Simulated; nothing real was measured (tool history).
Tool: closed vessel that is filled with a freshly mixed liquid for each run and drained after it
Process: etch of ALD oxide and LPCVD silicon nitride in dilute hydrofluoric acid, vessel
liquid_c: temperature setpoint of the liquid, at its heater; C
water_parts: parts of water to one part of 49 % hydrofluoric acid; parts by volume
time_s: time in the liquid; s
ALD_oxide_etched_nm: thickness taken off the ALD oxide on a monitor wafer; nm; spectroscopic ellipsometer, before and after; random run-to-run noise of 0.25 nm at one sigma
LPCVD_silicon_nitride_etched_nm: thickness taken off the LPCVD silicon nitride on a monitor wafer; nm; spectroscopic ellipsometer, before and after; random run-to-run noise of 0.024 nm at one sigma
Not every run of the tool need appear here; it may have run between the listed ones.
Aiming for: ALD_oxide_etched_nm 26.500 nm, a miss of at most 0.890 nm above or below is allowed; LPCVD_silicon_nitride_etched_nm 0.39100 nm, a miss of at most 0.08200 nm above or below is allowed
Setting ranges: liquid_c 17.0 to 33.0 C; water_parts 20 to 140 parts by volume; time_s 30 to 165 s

run    day  liquid_c  water_parts  time_s  ALD_oxide_etched_nm  LPCVD_silicon_nitride_etched_nm
  1  0.000      25.0           75      85               38.886                          0.61820
  2  0.254      23.5           75      85               36.788                          0.60196
  3  0.558      22.0           75      85               34.552                          0.49028
  4  0.804      22.0           80      85               32.162                          0.50100
  5  0.900      21.0           80      85               30.671                          0.47032
  6  0.975      21.0           80      60               21.782                          0.30721
  7  1.238      22.0           80      60               22.712                          0.37037
  8  1.567      22.0           75      60               24.457                          0.35879
  9  1.833      23.5           70      60               28.389                          0.45872
 10  2.175      23.0           70      60               27.353                          0.45241

Which single option among these 5 for the next run brings every result within its allowed miss of target? Just one does.
  A  2.517      19.5           70      75                    ?                                ?
  B  2.517      22.0           80      75                    ?                                ?
  C  2.517      25.0           50      40                    ?                                ?
  D  2.517      19.0           80      85                    ?                                ?
  E  2.517      22.0           85      75                    ?                                ?

move  ALD_oxide_etched_nm  LPCVD_silicon_nitride_etched_nm
   A               29.886                          0.42606
   B               28.668                          0.44363
   C               28.738                          0.45911
   D               28.692                          0.40956
   E               26.820                          0.41802
A: misses by more than the last run did
B: misses by more than the last run did
C: misses by more than the last run did
D: misses by more than the last run did
E: every result lands within tolerance
Correct choice: E, which meets every target
